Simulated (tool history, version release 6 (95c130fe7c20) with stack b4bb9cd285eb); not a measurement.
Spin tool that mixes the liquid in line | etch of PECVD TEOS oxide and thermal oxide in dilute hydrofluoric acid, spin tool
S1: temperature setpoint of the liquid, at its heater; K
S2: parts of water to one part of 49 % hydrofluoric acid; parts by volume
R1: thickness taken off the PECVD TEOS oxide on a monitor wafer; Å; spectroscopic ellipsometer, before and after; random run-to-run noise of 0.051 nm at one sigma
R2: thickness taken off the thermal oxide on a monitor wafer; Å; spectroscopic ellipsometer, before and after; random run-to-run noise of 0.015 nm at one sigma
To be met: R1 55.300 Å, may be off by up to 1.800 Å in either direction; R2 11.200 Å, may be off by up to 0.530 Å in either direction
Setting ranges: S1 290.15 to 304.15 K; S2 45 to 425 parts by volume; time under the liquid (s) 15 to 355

Run 1, hour 0.0: S1 296.15 K, S2 235 parts by volume, time under the liquid (s) 180. Result: R1 146.640 Å, R2 29.436 Å.
Run 2, hour 3.4: S1 294.65 K, S2 280 parts by volume, time under the liquid (s) 180. Result: R1 113.050 Å, R2 22.724 Å.
Run 3, hour 5.8: S1 296.15 K, S2 280 parts by volume, time under the liquid (s) 180. Result: R1 118.620 Å, R2 24.012 Å.
Run 4, hour 10.5: S1 294.65 K, S2 315 parts by volume, time under the liquid (s) 180. Result: R1 96.700 Å, R2 19.886 Å.
Run 5, hour 17.1: S1 294.65 K, S2 315 parts by volume, time under the liquid (s) 120. Result: R1 65.011 Å, R2 12.974 Å.
Run 6, hour 22.6: S1 293.15 K, S2 315 parts by volume, time under the liquid (s) 120. Result: R1 60.512 Å, R2 12.351 Å.
Run 7, hour 25.3: S1 292.65 K, S2 315 parts by volume, time under the liquid (s) 120. Result: R1 59.739 Å, R2 12.040 Å.
Run 8, hour 27.9: S1 292.15 K, S2 315 parts by volume, time under the liquid (s) 120. Result: R1 58.502 Å, R2 12.141 Å.
Run 9, hour 34.3: S1 292.15 K, S2 320 parts by volume, time under the liquid (s) 120. Result: R1 57.621 Å, R2 11.914 Å.

Below are 4 possible settings for the next run. Only one of them brings all results inside the allowed miss of their targets. Which is it?
Run A, hour 40.7: S1 290.15 K, S2 295 parts by volume, time under the liquid (s) 110. Result: R1 ?, R2 ?.
Run B, hour 40.7: S1 294.65 K, S2 360 parts by volume, time under the liquid (s) 130. Result: R1 ?, R2 ?.
Run C, hour 40.7: S1 292.15 K, S2 330 parts by volume, time under the liquid (s) 130. Result: R1 ?, R2 ?.
Run D, hour 40.7: S1 291.15 K, S2 360 parts by volume, time under the liquid (s) 150. Result: R1 ?, R2 ?.

move      R1      R2
   A  55.064  10.676
   B  59.388  11.514
   C  60.838  11.795
   D  60.518  11.733
A: each result inside its tolerance
B: puts the biggest miss on target and leaves a different result outside tolerance
C: misses by more than the last run did
D: misses by more than the last run did
The move that meets every target is A.

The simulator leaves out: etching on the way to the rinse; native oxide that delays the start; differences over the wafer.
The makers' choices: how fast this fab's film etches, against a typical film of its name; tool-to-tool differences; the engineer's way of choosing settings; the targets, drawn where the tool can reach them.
